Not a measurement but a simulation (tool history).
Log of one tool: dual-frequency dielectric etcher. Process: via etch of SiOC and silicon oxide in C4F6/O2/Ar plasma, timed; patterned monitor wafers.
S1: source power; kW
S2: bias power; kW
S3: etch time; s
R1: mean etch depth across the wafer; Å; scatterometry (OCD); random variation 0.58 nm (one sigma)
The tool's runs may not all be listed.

Run 1, hour 0: S1 0.37 kW, S2 0.138 kW, S3 100 s. Result: R1 1081.4 Å.
Run 2, hour 2: S1 0.39 kW, S2 0.139 kW, S3 100 s. Result: R1 1097.9 Å.
Run 3, hour 8.7: S1 0.41 kW, S2 0.14 kW, S3 100 s. Result: R1 1133.6 Å.
Run 4, hour 16.2: S1 0.38 kW, S2 0.14 kW, S3 100 s. Result: R1 1097.8 Å.
Run 5, hour 25.2: S1 0.38 kW, S2 0.14 kW, S3 100 s. Result: R1 1095.1 Å.
Run 6, hour 30.6: S1 0.4 kW, S2 0.141 kW, S3 100 s. Result: R1 1124.5 Å.

The next listed run, before its measurement:
Run 7, hour 39.4: S1 0.41 kW, S2 0.142 kW, S3 100 s. Result: R1 ?.

{"run 7": {"R1": 1143.8}}
